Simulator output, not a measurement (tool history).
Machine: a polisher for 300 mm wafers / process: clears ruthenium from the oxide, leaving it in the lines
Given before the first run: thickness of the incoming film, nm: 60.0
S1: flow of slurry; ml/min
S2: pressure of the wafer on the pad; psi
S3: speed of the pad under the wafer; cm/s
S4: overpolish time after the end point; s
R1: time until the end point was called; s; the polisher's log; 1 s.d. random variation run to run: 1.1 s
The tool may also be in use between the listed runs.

run,hour,S1,S2,S3,S4,R1
1,0.0,125,1.5,76,7,89.112
2,1.4,120,1.5,76,7,88.729
3,4.8,120,1.4,76,7,92.661
4,8.7,90,1.4,76,7,96.899
5,11.4,90,1.4,76,7,98.086
6,18.0,90,1.4,92,7,79.409
7,19.1,90,1.3,92,7,84.246
8,27.4,90,1.2,92,7,88.098

What will run 9 give?
9,33.7,90,1.1,92,7,?

R1: 93.392 s
